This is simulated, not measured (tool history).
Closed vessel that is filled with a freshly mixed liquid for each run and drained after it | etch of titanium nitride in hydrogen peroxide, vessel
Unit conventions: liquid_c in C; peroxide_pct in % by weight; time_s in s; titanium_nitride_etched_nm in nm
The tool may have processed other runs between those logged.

Run 1, hour 0.0: liquid_c 50.0 C, peroxide_pct 21.0 % by weight, time_s 60 s. Result: titanium_nitride_etched_nm 4.8941 nm.
Run 2, hour 1.3: liquid_c 56.5 C, peroxide_pct 21.0 % by weight, time_s 60 s. Result: titanium_nitride_etched_nm 7.8071 nm.
Run 3, hour 10.5: liquid_c 54.0 C, peroxide_pct 21.0 % by weight, time_s 60 s. Result: titanium_nitride_etched_nm 6.5788 nm.
Run 4, hour 13.9: liquid_c 54.0 C, peroxide_pct 18.5 % by weight, time_s 60 s. Result: titanium_nitride_etched_nm 6.4106 nm.
Run 5, hour 17.8: liquid_c 54.0 C, peroxide_pct 18.5 % by weight, time_s 60 s. Result: titanium_nitride_etched_nm 6.3822 nm.
Run 6, hour 23.8: liquid_c 52.0 C, peroxide_pct 18.5 % by weight, time_s 60 s. Result: titanium_nitride_etched_nm 5.5469 nm.
Run 7, hour 31.1: liquid_c 52.0 C, peroxide_pct 18.5 % by weight, time_s 60 s. Result: titanium_nitride_etched_nm 5.5487 nm.
Run 8, hour 37.7: liquid_c 50.5 C, peroxide_pct 18.5 % by weight, time_s 60 s. Result: titanium_nitride_etched_nm 4.9643 nm.

Predict the results of run 9:
Run 9, hour 44.3: liquid_c 49.0 C, peroxide_pct 18.5 % by weight, time_s 60 s. Result: titanium_nitride_etched_nm ?.

titanium_nitride_etched_nm: 4.4828 nm
